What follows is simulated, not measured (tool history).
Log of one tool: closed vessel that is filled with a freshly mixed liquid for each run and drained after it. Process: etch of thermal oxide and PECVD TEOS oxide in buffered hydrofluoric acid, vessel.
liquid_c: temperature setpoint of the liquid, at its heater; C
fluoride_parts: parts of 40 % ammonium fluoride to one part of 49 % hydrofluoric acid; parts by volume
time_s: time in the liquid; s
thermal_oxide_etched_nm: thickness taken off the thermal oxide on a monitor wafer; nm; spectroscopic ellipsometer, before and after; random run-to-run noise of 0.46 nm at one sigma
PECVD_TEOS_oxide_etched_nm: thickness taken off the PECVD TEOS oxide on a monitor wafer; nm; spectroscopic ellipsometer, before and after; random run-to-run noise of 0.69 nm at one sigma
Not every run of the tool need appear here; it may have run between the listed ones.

Run 1, hour 0.0: liquid_c 23.0 C, fluoride_parts 21.0 parts by volume, time_s 60 s. Result: thermal_oxide_etched_nm 38.272 nm, PECVD_TEOS_oxide_etched_nm 82.576 nm.
Run 2, hour 1.5: liquid_c 20.5 C, fluoride_parts 21.0 parts by volume, time_s 60 s. Result: thermal_oxide_etched_nm 33.465 nm, PECVD_TEOS_oxide_etched_nm 70.992 nm.
Run 3, hour 5.2: liquid_c 20.5 C, fluoride_parts 21.0 parts by volume, time_s 70 s. Result: thermal_oxide_etched_nm 38.723 nm, PECVD_TEOS_oxide_etched_nm 83.564 nm.
Run 4, hour 11.1: liquid_c 21.0 C, fluoride_parts 21.0 parts by volume, time_s 70 s. Result: thermal_oxide_etched_nm 39.338 nm, PECVD_TEOS_oxide_etched_nm 85.033 nm.
Run 5, hour 18.2: liquid_c 21.0 C, fluoride_parts 21.0 parts by volume, time_s 90 s. Result: thermal_oxide_etched_nm 50.834 nm, PECVD_TEOS_oxide_etched_nm 110.000 nm.
Run 6, hour 21.5: liquid_c 24.0 C, fluoride_parts 21.0 parts by volume, time_s 90 s. Result: thermal_oxide_etched_nm 59.806 nm, PECVD_TEOS_oxide_etched_nm 131.000 nm.

Run 7 is up next; what results do you expect?
Run 7, hour 27.5: liquid_c 23.5 C, fluoride_parts 21.0 parts by volume, time_s 90 s. Result: thermal_oxide_etched_nm ?, PECVD_TEOS_oxide_etched_nm ?.

{"run 7": {"thermal_oxide_etched_nm": 59.845, "PECVD_TEOS_oxide_etched_nm": 127.04}}

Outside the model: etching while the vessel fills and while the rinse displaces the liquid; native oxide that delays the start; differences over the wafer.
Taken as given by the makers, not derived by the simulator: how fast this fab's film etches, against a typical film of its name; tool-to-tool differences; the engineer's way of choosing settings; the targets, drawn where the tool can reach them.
